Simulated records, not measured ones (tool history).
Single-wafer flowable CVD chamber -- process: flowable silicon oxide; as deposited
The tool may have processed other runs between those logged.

run,hour,heater temperature setpoint (deg C),chamber pressure (Torr),RF power (kW),deposition time (s),mean film thickness on the monitor wafer (nm)
1,0,90,0.565,1.58,440,227.6
2,2.6,90,0.565,1.66,440,231.67
3,10.7,99,0.565,1.66,440,164.16
4,14.2,91,0.566,1.66,440,222.19
5,17.9,85,0.567,1.66,440,276.13
6,23.9,85,0.567,1.66,440,274.14

What will run 7 give?
7,30.1,73,0.57,1.66,440,?

For run 7 the tool returned mean film thickness on the monitor wafer (nm) 394.91.

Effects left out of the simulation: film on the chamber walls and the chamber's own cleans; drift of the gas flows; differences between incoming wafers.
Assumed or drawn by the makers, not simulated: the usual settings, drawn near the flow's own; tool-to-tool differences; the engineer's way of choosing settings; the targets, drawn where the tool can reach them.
